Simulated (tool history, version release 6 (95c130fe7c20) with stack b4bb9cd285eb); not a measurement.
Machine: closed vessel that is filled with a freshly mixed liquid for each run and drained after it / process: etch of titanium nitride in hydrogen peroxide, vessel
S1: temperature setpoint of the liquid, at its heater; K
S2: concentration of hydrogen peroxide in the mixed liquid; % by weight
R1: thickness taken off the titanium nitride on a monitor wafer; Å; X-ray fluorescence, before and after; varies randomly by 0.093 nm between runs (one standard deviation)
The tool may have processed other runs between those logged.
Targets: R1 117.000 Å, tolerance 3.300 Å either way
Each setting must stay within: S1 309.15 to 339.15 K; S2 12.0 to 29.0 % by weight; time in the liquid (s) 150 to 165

run 1 hour=0.0 | S1=325.15 S2=19.5 time_in_the_liquid_(s)=150 | R1=91.476
run 2 hour=4.7 | S1=325.65 S2=19.5 time_in_the_liquid_(s)=150 | R1=94.723
run 3 hour=12.7 | S1=326.15 S2=19.5 time_in_the_liquid_(s)=150 | R1=97.138
run 4 hour=14.4 | S1=326.65 S2=19.5 time_in_the_liquid_(s)=150 | R1=102.720
run 5 hour=22.6 | S1=321.15 S2=19.5 time_in_the_liquid_(s)=150 | R1=68.505
run 6 hour=29.1 | S1=321.15 S2=19.5 time_in_the_liquid_(s)=150 | R1=68.807
run 7 hour=32.6 | S1=322.65 S2=19.5 time_in_the_liquid_(s)=150 | R1=76.814
run 8 hour=36.4 | S1=323.65 S2=19.5 time_in_the_liquid_(s)=150 | R1=82.024
run 9 hour=38.2 | S1=323.65 S2=19.5 time_in_the_liquid_(s)=150 | R1=82.235
-- hour=39.9 peroxide flow meter replaced
run 10 hour=39.9 | S1=324.65 S2=19.5 time_in_the_liquid_(s)=150 | R1=86.460
run 11 hour=44.4 | S1=325.65 S2=19.5 time_in_the_liquid_(s)=150 | R1=92.404

Which one of the following 4 next-run settings gets every result inside its allowed miss? There is exactly one.
run A hour=48.9 | S1=326.65 S2=19.5 time_in_the_liquid_(s)=165 | R1=?
run B hour=48.9 | S1=320.15 S2=23.0 time_in_the_liquid_(s)=150 | R1=?
run C hour=48.9 | S1=326.65 S2=22.5 time_in_the_liquid_(s)=160 | R1=?
run D hour=48.9 | S1=329.15 S2=18.0 time_in_the_liquid_(s)=150 | R1=?

move=A R1=108.170
move=B R1=63.755
move=C R1=108.170
move=D R1=115.200
A: moves toward the targets from the last run without getting all of them in spec
B: the biggest miss grows against the last run
C: moves toward the targets from the last run without getting all of them in spec
D: hits every target within its allowed miss
So the answer is move D, the one that meets all the targets.
